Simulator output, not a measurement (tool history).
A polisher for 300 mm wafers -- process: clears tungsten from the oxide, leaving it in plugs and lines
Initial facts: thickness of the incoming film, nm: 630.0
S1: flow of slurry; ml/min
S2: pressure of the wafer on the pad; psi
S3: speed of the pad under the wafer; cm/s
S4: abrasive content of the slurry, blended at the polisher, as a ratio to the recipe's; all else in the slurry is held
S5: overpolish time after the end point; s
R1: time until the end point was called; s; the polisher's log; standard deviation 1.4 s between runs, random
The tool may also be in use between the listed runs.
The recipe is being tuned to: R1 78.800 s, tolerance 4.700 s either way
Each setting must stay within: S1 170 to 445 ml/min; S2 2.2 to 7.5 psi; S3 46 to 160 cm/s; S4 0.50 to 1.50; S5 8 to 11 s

run 1 hour=0.0 | S1=285 S2=4.8 S3=102 S4=1.00 S5=11 | R1=114.770
run 2 hour=3.3 | S1=285 S2=4.8 S3=102 S4=1.00 S5=8 | R1=114.620
run 3 hour=9.3 | S1=320 S2=4.8 S3=102 S4=1.00 S5=8 | R1=114.290
run 4 hour=12.5 | S1=320 S2=5.1 S3=102 S4=1.00 S5=8 | R1=106.840
run 5 hour=15.0 | S1=320 S2=5.3 S3=102 S4=1.00 S5=8 | R1=104.320
run 6 hour=19.9 | S1=320 S2=5.3 S3=102 S4=0.90 S5=8 | R1=107.470
run 7 hour=26.3 | S1=320 S2=5.6 S3=102 S4=0.90 S5=8 | R1=100.960
run 8 hour=30.7 | S1=320 S2=5.8 S3=102 S4=0.90 S5=8 | R1=96.233
run 9 hour=34.6 | S1=320 S2=6.0 S3=102 S4=0.90 S5=8 | R1=98.012
run 10 hour=42.7 | S1=320 S2=6.2 S3=104 S4=0.90 S5=8 | R1=90.010
run 11 hour=43.4 | S1=320 S2=6.2 S3=104 S4=0.90 S5=8 | R1=89.949
run 12 hour=51.8 | S1=320 S2=6.3 S3=104 S4=0.90 S5=8 | R1=88.739
run 13 hour=54.5 | S1=320 S2=6.3 S3=104 S4=0.90 S5=8 | R1=87.443
run 14 hour=61.1 | S1=320 S2=6.3 S3=104 S4=0.90 S5=8 | R1=88.905

Which single option among these 4 for the next run brings every result within its allowed miss of target? Just one does.
run A hour=67.7 | S1=310 S2=5.7 S3=92 S4=0.80 S5=9 | R1=?
run B hour=67.7 | S1=295 S2=5.6 S3=106 S4=0.85 S5=8 | R1=?
run C hour=67.7 | S1=365 S2=6.4 S3=88 S4=0.90 S5=11 | R1=?
run D hour=67.7 | S1=290 S2=5.8 S3=124 S4=1.05 S5=8 | R1=?

move=A R1=114.560
move=B R1=100.710
move=C R1=102.600
move=D R1=79.773
A: its largest miss is bigger than the last run's
B: its largest miss is bigger than the last run's
C: its largest miss is bigger than the last run's
D: all results in spec
The right move is D.
